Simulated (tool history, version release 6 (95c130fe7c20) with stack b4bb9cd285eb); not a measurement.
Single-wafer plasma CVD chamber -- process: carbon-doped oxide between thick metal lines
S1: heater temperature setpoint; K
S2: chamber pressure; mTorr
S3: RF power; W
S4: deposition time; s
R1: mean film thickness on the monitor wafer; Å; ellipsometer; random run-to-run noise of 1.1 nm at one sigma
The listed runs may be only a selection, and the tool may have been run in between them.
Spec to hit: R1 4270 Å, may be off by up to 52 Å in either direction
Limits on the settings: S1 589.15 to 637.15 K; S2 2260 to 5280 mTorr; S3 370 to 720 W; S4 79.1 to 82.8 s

run,day,S1,S2,S3,S4,R1
1,0,613.15,3770,545,82.8,4713
2,0.083,615.15,3670,545,82.8,4679.3
3,0.333,617.15,3560,545,82.8,4649.9
4,0.425,618.15,3460,540,82.8,4580.1
5,0.712,619.15,3390,540,82.8,4565.2
6,0.812,620.15,3310,540,82.8,4569.2
7,1.025,621.15,3250,535,82.8,4501.2
8,1.225,622.15,3190,535,82.8,4469.2
9,1.55,623.15,3150,535,82.8,4461.3
10,1.883,624.15,3110,535,82.8,4451.2
11,1.996,625.15,3060,535,82.8,4441.7
12,2.142,626.15,3010,535,82.8,4414.5

Below are 4 possible settings for the next run. Only one of them brings all results inside the allowed miss of their targets. Which is it?
A,2.288,637.15,2340,650,81,?
B,2.288,628.15,3050,545,79.6,?
C,2.288,610.15,2260,470,80.9,?
D,2.288,623.15,3190,540,82.5,?

move,R1
A,4579.7
B,4253
C,4100
D,4462.3
A: lands further from the targets than the last run did
B: each result inside its tolerance
C: pushes the last run's worst result past its target
D: lands further from the targets than the last run did
The move that meets every target is B.

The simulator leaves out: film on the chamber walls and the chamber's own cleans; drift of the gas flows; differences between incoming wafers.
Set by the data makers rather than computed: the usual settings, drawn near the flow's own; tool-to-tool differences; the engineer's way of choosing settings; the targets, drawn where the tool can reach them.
